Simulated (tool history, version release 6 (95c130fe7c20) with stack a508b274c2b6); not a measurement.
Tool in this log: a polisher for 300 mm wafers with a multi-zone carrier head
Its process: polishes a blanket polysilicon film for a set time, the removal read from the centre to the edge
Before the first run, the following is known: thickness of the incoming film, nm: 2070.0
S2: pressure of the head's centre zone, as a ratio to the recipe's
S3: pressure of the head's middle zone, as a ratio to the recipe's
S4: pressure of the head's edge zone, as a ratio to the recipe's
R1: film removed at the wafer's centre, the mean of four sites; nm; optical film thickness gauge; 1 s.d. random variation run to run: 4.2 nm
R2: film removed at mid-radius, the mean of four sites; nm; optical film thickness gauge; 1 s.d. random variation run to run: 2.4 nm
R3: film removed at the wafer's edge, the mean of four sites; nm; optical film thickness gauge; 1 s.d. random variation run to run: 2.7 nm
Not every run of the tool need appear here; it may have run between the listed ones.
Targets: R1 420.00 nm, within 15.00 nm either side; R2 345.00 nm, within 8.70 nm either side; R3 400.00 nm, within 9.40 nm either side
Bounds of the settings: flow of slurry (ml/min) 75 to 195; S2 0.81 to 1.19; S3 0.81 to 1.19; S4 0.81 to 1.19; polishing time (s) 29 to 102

{"run": 1, "day": 0.0, "flow of slurry (ml/min)": 125, "S2": 1.0, "S3": 1.0, "S4": 1.0, "polishing time (s)": 65, "R1": 316.58, "R2": 310.27, "R3": 317.96}
{"run": 2, "day": 0.267, "flow of slurry (ml/min)": 125, "S2": 1.08, "S3": 1.0, "S4": 1.0, "polishing time (s)": 65, "R1": 340.51, "R2": 317.58, "R3": 318.72}
{"run": 3, "day": 0.346, "flow of slurry (ml/min)": 125, "S2": 1.16, "S3": 1.0, "S4": 1.0, "polishing time (s)": 65, "R1": 365.77, "R2": 314.78, "R3": 320.03}
{"run": 4, "day": 0.712, "flow of slurry (ml/min)": 135, "S2": 1.16, "S3": 0.99, "S4": 1.04, "polishing time (s)": 66, "R1": 379.54, "R2": 323.1, "R3": 336.59}
{"run": 5, "day": 0.988, "flow of slurry (ml/min)": 145, "S2": 1.16, "S3": 0.98, "S4": 1.07, "polishing time (s)": 66, "R1": 386.53, "R2": 322.27, "R3": 345.5}
{"run": 6, "day": 1.033, "flow of slurry (ml/min)": 145, "S2": 1.19, "S3": 0.98, "S4": 1.07, "polishing time (s)": 66, "R1": 396.21, "R2": 326.23, "R3": 340.8}
{"day": 1.25, "done": "slurry nozzle cleaned"}
{"run": 7, "day": 1.25, "flow of slurry (ml/min)": 150, "S2": 1.18, "S3": 0.97, "S4": 1.09, "polishing time (s)": 67, "R1": 424.53, "R2": 343.85, "R3": 356.85}
{"run": 8, "day": 1.425, "flow of slurry (ml/min)": 150, "S2": 1.15, "S3": 0.94, "S4": 1.11, "polishing time (s)": 68, "R1": 424.65, "R2": 342.28, "R3": 371.31}
{"run": 9, "day": 1.5, "flow of slurry (ml/min)": 150, "S2": 1.13, "S3": 0.93, "S4": 1.13, "polishing time (s)": 68, "R1": 407.34, "R2": 336.93, "R3": 372.15}
{"run": 10, "day": 1.646, "flow of slurry (ml/min)": 150, "S2": 1.12, "S3": 0.92, "S4": 1.14, "polishing time (s)": 68, "R1": 406.05, "R2": 330.3, "R3": 372.4}

Pick the move, out of 5, that brings all results within their allowed miss; only one does.
{"run": "A", "day": 1.792, "flow of slurry (ml/min)": 140, "S2": 1.12, "S3": 0.92, "S4": 1.18, "polishing time (s)": 72, "R1": "?", "R2": "?", "R3": "?"}
{"run": "B", "day": 1.792, "flow of slurry (ml/min)": 125, "S2": 1.04, "S3": 0.88, "S4": 1.19, "polishing time (s)": 71, "R1": "?", "R2": "?", "R3": "?"}
{"run": "C", "day": 1.792, "flow of slurry (ml/min)": 140, "S2": 1.08, "S3": 0.97, "S4": 1.1, "polishing time (s)": 68, "R1": "?", "R2": "?", "R3": "?"}
{"run": "D", "day": 1.792, "flow of slurry (ml/min)": 155, "S2": 1.14, "S3": 1.05, "S4": 1.03, "polishing time (s)": 66, "R1": "?", "R2": "?", "R3": "?"}
{"run": "E", "day": 1.792, "flow of slurry (ml/min)": 165, "S2": 1.09, "S3": 0.88, "S4": 1.15, "polishing time (s)": 64, "R1": "?", "R2": "?", "R3": "?"}

move=A R1=420.48 R2=347.37 R3=400.32
move=B R1=374.17 R2=322.26 R3=389.87
move=C R1=382.97 R2=343.03 R3=364.54
move=D R1=401.62 R2=363.09 R3=347.08
move=E R1=376.54 R2=307.07 R3=359.31
A: all results land within tolerance of their targets
B: about the same distance from the targets as the last run
C: the biggest miss grows against the last run
D: the biggest miss grows against the last run
E: the biggest miss grows against the last run
So the answer is move A, the one that meets all the targets.
